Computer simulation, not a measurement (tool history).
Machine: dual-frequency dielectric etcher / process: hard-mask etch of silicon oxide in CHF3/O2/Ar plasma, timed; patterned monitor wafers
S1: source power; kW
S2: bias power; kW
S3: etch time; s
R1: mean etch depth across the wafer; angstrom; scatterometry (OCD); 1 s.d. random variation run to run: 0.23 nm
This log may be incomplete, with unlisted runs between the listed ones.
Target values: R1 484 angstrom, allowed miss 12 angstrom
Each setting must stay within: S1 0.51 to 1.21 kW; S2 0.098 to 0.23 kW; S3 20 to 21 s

run 1 day=0 | S1=0.86 S2=0.164 S3=20 | R1=439.52
run 2 day=0.246 | S1=0.9 S2=0.166 S3=20 | R1=453.16
run 3 day=0.312 | S1=0.81 S2=0.166 S3=20 | R1=425
run 4 day=0.662 | S1=0.81 S2=0.191 S3=20 | R1=443.7
run 5 day=0.721 | S1=0.84 S2=0.192 S3=20 | R1=452.11
run 6 day=1.042 | S1=0.86 S2=0.193 S3=20 | R1=460.28
run 7 day=1.367 | S1=0.88 S2=0.194 S3=20 | R1=469.65
run 8 day=1.475 | S1=0.88 S2=0.194 S3=20 | R1=467.93
run 9 day=1.667 | S1=0.89 S2=0.194 S3=20 | R1=471.46

Below are 5 possible settings for the next run. Only one of them brings all results inside the allowed miss of their targets. Which is it?
run A day=1.858 | S1=0.78 S2=0.215 S3=20 | R1=?
run B day=1.858 | S1=0.87 S2=0.193 S3=20 | R1=?
run C day=1.858 | S1=0.84 S2=0.181 S3=20.5 | R1=?
run D day=1.858 | S1=0.91 S2=0.205 S3=21 | R1=?
run E day=1.858 | S1=0.97 S2=0.157 S3=20.5 | R1=?

move=A R1=442.09
move=B R1=459.11
move=C R1=452.32
move=D R1=503.85
move=E R1=475.06
A: moves away from the targets compared with the last run
B: moves away from the targets compared with the last run
C: moves away from the targets compared with the last run
D: pushes the last run's worst result past its target
E: every result lands within tolerance
The move that meets every target is E.
